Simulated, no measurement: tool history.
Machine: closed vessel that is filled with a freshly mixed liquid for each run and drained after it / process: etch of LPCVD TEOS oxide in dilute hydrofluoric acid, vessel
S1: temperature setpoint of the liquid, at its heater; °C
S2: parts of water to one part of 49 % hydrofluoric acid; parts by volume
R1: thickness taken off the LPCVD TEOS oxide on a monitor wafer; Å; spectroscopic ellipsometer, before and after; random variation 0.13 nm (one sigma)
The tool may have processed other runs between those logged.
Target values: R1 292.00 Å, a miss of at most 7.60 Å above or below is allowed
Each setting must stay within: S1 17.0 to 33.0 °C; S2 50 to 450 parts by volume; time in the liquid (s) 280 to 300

run 1 hour=0.0 | S1=25.0 S2=250 time_in_the_liquid_(s)=280 | R1=182.79
run 2 hour=1.6 | S1=22.0 S2=250 time_in_the_liquid_(s)=280 | R1=163.43
run 3 hour=6.3 | S1=22.0 S2=220 time_in_the_liquid_(s)=280 | R1=193.31
run 4 hour=8.2 | S1=25.0 S2=215 time_in_the_liquid_(s)=280 | R1=219.89
run 5 hour=14.2 | S1=26.5 S2=215 time_in_the_liquid_(s)=280 | R1=233.03
run 6 hour=18.5 | S1=28.0 S2=215 time_in_the_liquid_(s)=280 | R1=245.33
run 7 hour=24.2 | S1=29.5 S2=215 time_in_the_liquid_(s)=280 | R1=256.02
run 8 hour=27.8 | S1=30.5 S2=215 time_in_the_liquid_(s)=280 | R1=266.83
run 9 hour=31.5 | S1=31.0 S2=215 time_in_the_liquid_(s)=280 | R1=270.47

Of the 4 settings listed for the next run, only one would bring every result within its allowed miss of target. Which one?
run A hour=35.2 | S1=28.5 S2=220 time_in_the_liquid_(s)=280 | R1=?
run B hour=35.2 | S1=31.0 S2=210 time_in_the_liquid_(s)=290 | R1=?
run C hour=35.2 | S1=29.5 S2=195 time_in_the_liquid_(s)=295 | R1=?
run D hour=35.2 | S1=25.0 S2=170 time_in_the_liquid_(s)=300 | R1=?

move=A R1=243.06
move=B R1=290.79
move=C R1=308.17
move=D R1=314.73
A: moves away from the targets compared with the last run
B: all results in spec
C: carries the result that was furthest off beyond its target, to the other side
D: carries the result that was furthest off beyond its target, to the other side
Answer: B
